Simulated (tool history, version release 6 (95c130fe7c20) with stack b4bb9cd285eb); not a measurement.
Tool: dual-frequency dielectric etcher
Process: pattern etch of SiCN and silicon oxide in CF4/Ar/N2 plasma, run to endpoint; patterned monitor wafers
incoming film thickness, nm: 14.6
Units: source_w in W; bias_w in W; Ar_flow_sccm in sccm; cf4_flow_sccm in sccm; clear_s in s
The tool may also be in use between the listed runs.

run 1 hour=0 | source_w=420 bias_w=61 Ar_flow_sccm=128 cf4_flow_sccm=71 | clear_s=19.12
run 2 hour=8.7 | source_w=400 bias_w=61 Ar_flow_sccm=128 cf4_flow_sccm=71 | clear_s=19.75
run 3 hour=10.3 | source_w=390 bias_w=61 Ar_flow_sccm=128 cf4_flow_sccm=71 | clear_s=20.441
run 4 hour=18.3 | source_w=380 bias_w=61 Ar_flow_sccm=128 cf4_flow_sccm=71 | clear_s=20.732
run 5 hour=27.1 | source_w=380 bias_w=66 Ar_flow_sccm=128 cf4_flow_sccm=71 | clear_s=20.149
run 6 hour=33.7 | source_w=380 bias_w=66 Ar_flow_sccm=128 cf4_flow_sccm=60 | clear_s=20.646

Forecast run 7:
run 7 hour=37 | source_w=370 bias_w=66 Ar_flow_sccm=128 cf4_flow_sccm=60 | clear_s=?

{"run 7": {"clear_s": 20.87}}

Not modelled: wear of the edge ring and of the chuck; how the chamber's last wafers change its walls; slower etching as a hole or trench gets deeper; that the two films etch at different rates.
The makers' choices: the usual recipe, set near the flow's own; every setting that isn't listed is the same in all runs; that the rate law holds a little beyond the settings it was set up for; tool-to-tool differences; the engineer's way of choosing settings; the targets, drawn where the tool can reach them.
